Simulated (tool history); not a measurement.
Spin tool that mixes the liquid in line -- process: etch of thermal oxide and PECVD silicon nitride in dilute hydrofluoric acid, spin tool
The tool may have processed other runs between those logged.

run,day,temperature setpoint of the liquid (C),parts of water to one part of 49 % hydrofluoric acid (parts by volume),time under the liquid (s),thickness taken off the thermal oxide on a monitor wafer (nm),thickness taken off the PECVD silicon nitride on a monitor wafer (nm)
1,0.000,22.0,160,180,4.8531,2.7955
2,0.088,21.0,155,180,4.7942,2.6354
3,0.404,21.0,155,140,3.7280,2.1168
4,0.562,21.0,155,180,4.7695,2.6731
5,0.875,22.5,155,180,5.0402,2.9301
6,1.150,22.5,155,220,6.1637,3.6143
7,1.208,21.0,160,220,5.6384,3.1193
8,1.579,21.0,160,220,5.6336,3.2141

What does the tool deliver on the next run?
9,1.808,19.5,160,220,?,?

Run 9 measured thickness taken off the thermal oxide on a monitor wafer (nm) 5.3370, thickness taken off the PECVD silicon nitride on a monitor wafer (nm) 2.8563.
